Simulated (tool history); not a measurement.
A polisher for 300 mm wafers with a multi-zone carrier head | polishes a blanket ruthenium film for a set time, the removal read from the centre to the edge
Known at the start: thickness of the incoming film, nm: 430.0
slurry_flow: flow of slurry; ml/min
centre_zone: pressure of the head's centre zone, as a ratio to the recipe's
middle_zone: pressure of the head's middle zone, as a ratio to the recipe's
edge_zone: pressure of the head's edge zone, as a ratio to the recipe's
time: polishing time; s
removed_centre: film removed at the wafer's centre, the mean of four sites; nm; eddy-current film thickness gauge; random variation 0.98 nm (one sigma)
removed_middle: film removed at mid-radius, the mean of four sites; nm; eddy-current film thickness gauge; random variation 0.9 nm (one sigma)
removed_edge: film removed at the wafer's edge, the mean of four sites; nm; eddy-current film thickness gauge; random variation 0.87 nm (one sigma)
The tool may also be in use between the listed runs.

run 1 hour=0 | slurry_flow=145 centre_zone=1 middle_zone=1 edge_zone=1 time=63 | removed_centre=124.46 removed_middle=123.17 removed_edge=120.5
run 2 hour=8.2 | slurry_flow=120 centre_zone=1 middle_zone=1 edge_zone=1 time=63 | removed_centre=119.91 removed_middle=118.37 removed_edge=117.72
run 3 hour=11 | slurry_flow=120 centre_zone=1 middle_zone=1.06 edge_zone=1 time=63 | removed_centre=122.75 removed_middle=124.49 removed_edge=118.38
run 4 hour=18.5 | slurry_flow=115 centre_zone=0.98 middle_zone=1.04 edge_zone=0.98 time=63 | removed_centre=119.31 removed_middle=122.52 removed_edge=115.86
run 5 hour=26.4 | slurry_flow=115 centre_zone=0.98 middle_zone=1.01 edge_zone=0.98 time=63 | removed_centre=116.91 removed_middle=120.27 removed_edge=117.38
run 6 hour=28.3 | slurry_flow=135 centre_zone=0.98 middle_zone=1.01 edge_zone=0.98 time=63 | removed_centre=119.48 removed_middle=121.43 removed_edge=117.99
run 7 hour=34.3 | slurry_flow=130 centre_zone=0.96 middle_zone=0.99 edge_zone=0.96 time=63 | removed_centre=115.18 removed_middle=118.98 removed_edge=117.16
run 8 hour=41.5 | slurry_flow=125 centre_zone=0.95 middle_zone=0.98 edge_zone=0.94 time=63 | removed_centre=113.57 removed_middle=116.47 removed_edge=114.49

Run 9 comes next. What will it give?
run 9 hour=49.4 | slurry_flow=120 centre_zone=0.93 middle_zone=0.97 edge_zone=0.93 time=63 | removed_centre=? removed_middle=? removed_edge=?

Run 9 gave removed_centre 112.48 nm, removed_middle 116.8 nm, removed_edge 113.75 nm.
